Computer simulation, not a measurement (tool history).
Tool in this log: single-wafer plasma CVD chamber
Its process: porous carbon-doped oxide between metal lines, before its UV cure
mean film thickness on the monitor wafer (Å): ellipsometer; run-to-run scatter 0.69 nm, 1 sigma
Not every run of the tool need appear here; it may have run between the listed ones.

run	hour	heater temperature setpoint (K)	RF power (W)	deposition time (s)	mean film thickness on the monitor wafer (Å)
1	0.0	583.15	545	23.7	1389.0
2	8.5	581.15	550	23.7	1400.1
3	16.0	579.15	555	23.7	1446.1
4	18.9	585.15	555	23.7	1389.3
5	24.3	583.15	560	23.7	1409.1
6	26.2	581.15	560	23.7	1421.1
7	30.9	579.15	565	23.7	1449.5

Run 8, settings as shown, results not yet in. Your forecast:
8	33.3	578.15	565	23.7	?

Run 8 measured mean film thickness on the monitor wafer (Å) 1443.1.

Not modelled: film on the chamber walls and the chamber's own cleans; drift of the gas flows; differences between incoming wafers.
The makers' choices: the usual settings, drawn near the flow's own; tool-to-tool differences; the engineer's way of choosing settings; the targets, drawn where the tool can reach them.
